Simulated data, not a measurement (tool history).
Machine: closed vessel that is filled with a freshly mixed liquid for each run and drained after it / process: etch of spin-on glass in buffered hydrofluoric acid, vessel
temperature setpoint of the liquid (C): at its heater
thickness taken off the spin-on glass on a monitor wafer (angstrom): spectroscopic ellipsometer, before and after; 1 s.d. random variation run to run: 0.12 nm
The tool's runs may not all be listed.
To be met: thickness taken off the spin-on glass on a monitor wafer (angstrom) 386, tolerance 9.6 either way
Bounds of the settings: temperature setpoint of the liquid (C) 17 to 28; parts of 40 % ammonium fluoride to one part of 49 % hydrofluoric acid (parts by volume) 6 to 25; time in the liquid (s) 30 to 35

| run | hour | temperature setpoint of the liquid (C) | parts of 40 % ammonium fluoride to one part of 49 % hydrofluoric acid (parts by volume) | time in the liquid (s) | thickness taken off the spin-on glass on a monitor wafer (angstrom) |
|---|---|---|---|---|---|
| 1 | 0 | 20 | 15.5 | 35 | 629.86 |
| 2 | 3.6 | 19.5 | 16.5 | 35 | 572.81 |
| 3 | 10.5 | 22.5 | 16.5 | 35 | 676.6 |
| 4 | 19.3 | 21.5 | 17 | 35 | 621.71 |
| 5 | 28.1 | 20.5 | 17.5 | 35 | 574 |
| 6 | 36.7 | 20 | 18 | 35 | 540.47 |
| 7 | 44.9 | 19.5 | 18.5 | 35 | 514.22 |
| 8 | 53.4 | 19 | 19 | 35 | 486.22 |
| 9 | 59.9 | 18.5 | 19.5 | 35 | 461.42 |
| 10 | 61.2 | 18 | 20 | 35 | 435.76 |

Which single option among these 4 for the next run brings every result within its allowed miss of target? Just one does.
| A | 62.5 | 19 | 19.5 | 30 | ? |
| B | 62.5 | 18.5 | 23 | 35 | ? |
| C | 62.5 | 19.5 | 21.5 | 30 | ? |
| D | 62.5 | 17 | 19 | 30 | ? |

| move | thickness taken off the spin-on glass on a monitor wafer (angstrom) |
|---|---|
| A | 405.65 |
| B | 407.4 |
| C | 387.14 |
| D | 371.45 |
A: better than the last run, though not everything is in spec
B: better than the last run, though not everything is in spec
C: each result inside its tolerance
D: takes the biggest miss from the last run beyond its target
The right move is C.
